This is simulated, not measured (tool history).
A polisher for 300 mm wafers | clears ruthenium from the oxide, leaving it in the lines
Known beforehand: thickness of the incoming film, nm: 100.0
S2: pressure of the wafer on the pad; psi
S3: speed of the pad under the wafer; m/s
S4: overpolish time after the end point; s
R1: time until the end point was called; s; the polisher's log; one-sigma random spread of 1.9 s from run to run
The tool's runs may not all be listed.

Run 1, hour 0: flow of slurry (ml/min) 130, S2 2.8 psi, S3 1.1 m/s, S4 25 s. Result: R1 64.169 s.
Run 2, hour 5.1: flow of slurry (ml/min) 130, S2 2.8 psi, S3 1.34 m/s, S4 25 s. Result: R1 54.879 s.
Run 3, hour 12.1: flow of slurry (ml/min) 125, S2 2.3 psi, S3 1.26 m/s, S4 25 s. Result: R1 67.761 s.
Run 4, hour 16.2: flow of slurry (ml/min) 125, S2 2 psi, S3 1.18 m/s, S4 25 s. Result: R1 76.992 s.
Run 5, hour 24.8: flow of slurry (ml/min) 125, S2 1.6 psi, S3 1.18 m/s, S4 25 s. Result: R1 91.54 s.
Run 6, hour 28.9: flow of slurry (ml/min) 125, S2 1.5 psi, S3 1.14 m/s, S4 25 s. Result: R1 94.628 s.
Run 7, hour 32.3: flow of slurry (ml/min) 125, S2 1.4 psi, S3 1.1 m/s, S4 25 s. Result: R1 101.31 s.
Run 8, hour 41.3: flow of slurry (ml/min) 125, S2 1.4 psi, S3 1.1 m/s, S4 25 s. Result: R1 100.72 s.

The next listed run, before its measurement:
Run 9, hour 44.9: flow of slurry (ml/min) 125, S2 1.4 psi, S3 1.06 m/s, S4 25 s. Result: R1 ?.

Logged for run 9: R1 104.06 s.
